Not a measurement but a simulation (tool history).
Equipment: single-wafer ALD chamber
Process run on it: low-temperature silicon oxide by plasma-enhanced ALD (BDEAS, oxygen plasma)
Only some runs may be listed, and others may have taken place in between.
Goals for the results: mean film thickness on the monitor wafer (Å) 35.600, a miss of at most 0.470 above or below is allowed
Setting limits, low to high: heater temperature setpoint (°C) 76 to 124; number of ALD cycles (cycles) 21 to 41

| run | hour | heater temperature setpoint (°C) | number of ALD cycles (cycles) | mean film thickness on the monitor wafer (Å) |
|---|---|---|---|---|
| 1 | 0.0 | 100 | 31 | 39.886 |
| 2 | 8.3 | 92 | 31 | 40.982 |
| 3 | 13.7 | 87 | 31 | 41.428 |
| 4 | 15.6 | 95 | 30 | 39.073 |
| 5 | 16.4 | 99 | 30 | 38.374 |
| 6 | 19.4 | 104 | 30 | 38.135 |
| 7 | 23.9 | 108 | 30 | 37.923 |
| 8 | 31.8 | 111 | 30 | 37.581 |
| 9 | 36.6 | 114 | 30 | 36.861 |
| 10 | 38.0 | 116 | 30 | 37.150 |
| 11 | 41.6 | 117 | 28 | 34.586 |
| 12 | 50.3 | 115 | 28 | 34.682 |
| 13 | 55.5 | 113 | 28 | 34.921 |
| 14 | 63.2 | 112 | 28 | 34.875 |
| 15 | 70.8 | 110 | 28 | 35.053 |

Which single option among these 4 for the next run brings every result within its allowed miss of target? Just one does.
| A | 78.4 | 102 | 28 | ? |
| B | 78.4 | 121 | 28 | ? |
| C | 78.4 | 123 | 28 | ? |
| D | 78.4 | 104 | 27 | ? |

| move | mean film thickness on the monitor wafer (Å) |
|---|---|
| A | 35.667 |
| B | 34.267 |
| C | 34.119 |
| D | 34.251 |
A: hits every target within its allowed miss
B: its largest miss is bigger than the last run's
C: its largest miss is bigger than the last run's
D: its largest miss is bigger than the last run's
The right move is A.
